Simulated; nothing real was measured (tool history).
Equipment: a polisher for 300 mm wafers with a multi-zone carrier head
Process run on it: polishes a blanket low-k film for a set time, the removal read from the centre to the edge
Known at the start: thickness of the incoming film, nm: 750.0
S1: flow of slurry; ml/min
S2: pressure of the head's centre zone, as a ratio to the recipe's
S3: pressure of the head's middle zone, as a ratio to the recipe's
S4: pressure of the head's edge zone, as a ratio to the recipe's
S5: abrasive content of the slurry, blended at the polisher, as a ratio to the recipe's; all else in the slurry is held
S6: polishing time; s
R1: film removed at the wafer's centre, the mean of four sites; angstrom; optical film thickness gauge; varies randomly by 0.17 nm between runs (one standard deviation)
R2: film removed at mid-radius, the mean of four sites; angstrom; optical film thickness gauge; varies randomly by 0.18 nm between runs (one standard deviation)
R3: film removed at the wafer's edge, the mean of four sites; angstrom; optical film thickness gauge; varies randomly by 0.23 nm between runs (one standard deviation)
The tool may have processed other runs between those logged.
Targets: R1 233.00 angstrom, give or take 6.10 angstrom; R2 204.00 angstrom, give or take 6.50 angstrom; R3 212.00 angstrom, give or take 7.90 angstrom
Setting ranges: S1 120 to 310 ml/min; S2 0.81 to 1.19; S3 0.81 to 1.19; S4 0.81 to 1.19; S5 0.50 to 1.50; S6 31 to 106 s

{"run": 1, "hour": 0.0, "S1": 200, "S2": 1.0, "S3": 1.0, "S4": 1.0, "S5": 1.0, "S6": 68, "R1": 348.45, "R2": 346.03, "R3": 352.37}
{"run": 2, "hour": 5.5, "S1": 200, "S2": 1.0, "S3": 0.98, "S4": 0.97, "S5": 0.9, "S6": 65, "R1": 322.79, "R2": 311.35, "R3": 319.87}
{"run": 3, "hour": 7.9, "S1": 200, "S2": 1.0, "S3": 0.98, "S4": 0.97, "S5": 1.05, "S6": 65, "R1": 344.24, "R2": 328.78, "R3": 346.26}
{"run": 4, "hour": 11.5, "S1": 175, "S2": 1.0, "S3": 0.98, "S4": 0.97, "S5": 1.05, "S6": 65, "R1": 333.85, "R2": 333.05, "R3": 341.28}
{"run": 5, "hour": 14.6, "S1": 175, "S2": 1.0, "S3": 0.98, "S4": 0.93, "S5": 1.05, "S6": 65, "R1": 335.96, "R2": 326.03, "R3": 329.78}
{"run": 6, "hour": 17.9, "S1": 175, "S2": 1.0, "S3": 0.98, "S4": 0.86, "S5": 1.05, "S6": 65, "R1": 332.86, "R2": 329.38, "R3": 323.18}
{"run": 7, "hour": 26.3, "S1": 180, "S2": 1.0, "S3": 0.96, "S4": 0.86, "S5": 0.95, "S6": 63, "R1": 311.46, "R2": 301.5, "R3": 292.4}
{"run": 8, "hour": 33.5, "S1": 185, "S2": 0.99, "S3": 0.93, "S4": 0.87, "S5": 0.85, "S6": 62, "R1": 285.86, "R2": 270.9, "R3": 275.72}
{"run": 9, "hour": 37.4, "S1": 185, "S2": 0.99, "S3": 0.92, "S4": 0.86, "S5": 0.8, "S6": 61, "R1": 273.63, "R2": 253.77, "R3": 260.85}
{"run": 10, "hour": 42.7, "S1": 180, "S2": 1.0, "S3": 0.89, "S4": 0.81, "S5": 0.55, "S6": 60, "R1": 217.83, "R2": 196.93, "R3": 200.47}
{"run": 11, "hour": 49.7, "S1": 190, "S2": 1.0, "S3": 0.89, "S4": 0.82, "S5": 0.55, "S6": 60, "R1": 223.5, "R2": 199.15, "R3": 202.64}
{"run": 12, "hour": 53.6, "S1": 215, "S2": 1.0, "S3": 0.89, "S4": 0.88, "S5": 0.55, "S6": 60, "R1": 221.86, "R2": 200.38, "R3": 215.32}
{"run": 13, "hour": 59.1, "S1": 215, "S2": 1.01, "S3": 0.89, "S4": 0.88, "S5": 0.55, "S6": 60, "R1": 224.5, "R2": 199.95, "R3": 217.88}
{"run": 14, "hour": 62.7, "S1": 240, "S2": 1.04, "S3": 0.91, "S4": 0.81, "S5": 0.5, "S6": 60, "R1": 223.63, "R2": 196.22, "R3": 195.11}
{"run": 15, "hour": 67.7, "S1": 240, "S2": 1.04, "S3": 0.91, "S4": 0.83, "S5": 0.5, "S6": 60, "R1": 222.02, "R2": 194.25, "R3": 199.33}
{"run": 16, "hour": 68.6, "S1": 240, "S2": 1.05, "S3": 0.92, "S4": 0.84, "S5": 0.5, "S6": 60, "R1": 223.85, "R2": 197.67, "R3": 202.65}
{"run": 17, "hour": 70.7, "S1": 240, "S2": 1.06, "S3": 0.92, "S4": 0.85, "S5": 0.5, "S6": 60, "R1": 226.97, "R2": 197.63, "R3": 199.21}
{"run": 18, "hour": 72.3, "S1": 240, "S2": 1.06, "S3": 0.92, "S4": 0.86, "S5": 0.5, "S6": 60, "R1": 227.18, "R2": 201.74, "R3": 202.63}
{"run": 19, "hour": 74.6, "S1": 240, "S2": 1.06, "S3": 0.92, "S4": 0.87, "S5": 0.5, "S6": 60, "R1": 227.19, "R2": 193.5, "R3": 200.69}
{"run": 20, "hour": 75.3, "S1": 240, "S2": 1.06, "S3": 0.93, "S4": 0.88, "S5": 0.5, "S6": 60, "R1": 228.7, "R2": 198.53, "R3": 201.32}

Next run, 5 choices. One meets every target within its allowed miss, the rest don't. Which?
{"run": "A", "hour": 76.0, "S1": 210, "S2": 1.18, "S3": 1.13, "S4": 0.88, "S5": 0.55, "S6": 51, "R1": "?", "R2": "?", "R3": "?"}
{"run": "B", "hour": 76.0, "S1": 275, "S2": 1.01, "S3": 0.83, "S4": 0.88, "S5": 0.6, "S6": 55, "R1": "?", "R2": "?", "R3": "?"}
{"run": "C", "hour": 76.0, "S1": 235, "S2": 1.09, "S3": 0.96, "S4": 0.96, "S5": 0.5, "S6": 60, "R1": "?", "R2": "?", "R3": "?"}
{"run": "D", "hour": 76.0, "S1": 250, "S2": 1.0, "S3": 0.9, "S4": 0.88, "S5": 0.5, "S6": 61, "R1": "?", "R2": "?", "R3": "?"}
{"run": "E", "hour": 76.0, "S1": 210, "S2": 1.09, "S3": 0.94, "S4": 0.81, "S5": 0.5, "S6": 60, "R1": "?", "R2": "?", "R3": "?"}

move=A R1=224.05 R2=207.38 R3=179.55
move=B R1=226.41 R2=188.98 R3=210.86
move=C R1=232.34 R2=202.75 R3=209.48
move=D R1=218.39 R2=196.99 R3=205.95
move=E R1=228.24 R2=196.12 R3=191.68
A: its largest miss is bigger than the last run's
B: the furthest-off result lands on target, but another misses its tolerance
C: meets every target
D: the furthest-off result lands on target, but another misses its tolerance
E: its largest miss is bigger than the last run's
Move C is the one to make.
